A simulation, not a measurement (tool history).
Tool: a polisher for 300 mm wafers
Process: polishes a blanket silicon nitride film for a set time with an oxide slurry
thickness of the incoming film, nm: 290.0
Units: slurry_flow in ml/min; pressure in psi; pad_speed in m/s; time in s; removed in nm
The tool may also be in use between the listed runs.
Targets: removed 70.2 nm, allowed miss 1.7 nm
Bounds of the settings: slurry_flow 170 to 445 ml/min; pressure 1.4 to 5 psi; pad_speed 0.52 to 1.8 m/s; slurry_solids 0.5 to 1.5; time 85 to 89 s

run,hour,slurry_flow,pressure,pad_speed,slurry_solids,time,removed
1,0,285,3.2,1.16,1,85,59.737
2,5.6,245,3.2,1.16,1,85,59.14
3,13.9,245,3.3,1.16,1,85,60.371
4,18.8,300,3.3,1.16,1,85,62.392
5,23.3,340,3.3,1.16,1,85,62.35
6,27.2,290,3.3,1.16,1,85,60.87
7,28.3,290,3.4,1.16,1,85,62.908
8,34.4,295,3.5,1.16,1,85,65.179
9,40.5,300,3.6,1.16,1,85,64.973
10,49,300,3.6,1.16,1,85,65.334
11,55.6,305,3.7,1.16,1,85,67.239

Which of these 4 next moves meets every target?
A,62.2,335,3.7,1.32,0.9,89,?
B,62.2,310,3.7,1.18,0.9,87,?
C,62.2,325,4,1.28,0.9,85,?
D,62.2,290,3.7,1.22,1,85,?

move,removed
A,74.893
B,66.5
C,73.874
D,69.782
A: takes the result that was furthest off past its target
B: further off than the last run
C: takes the result that was furthest off past its target
D: meets every target
Answer: D
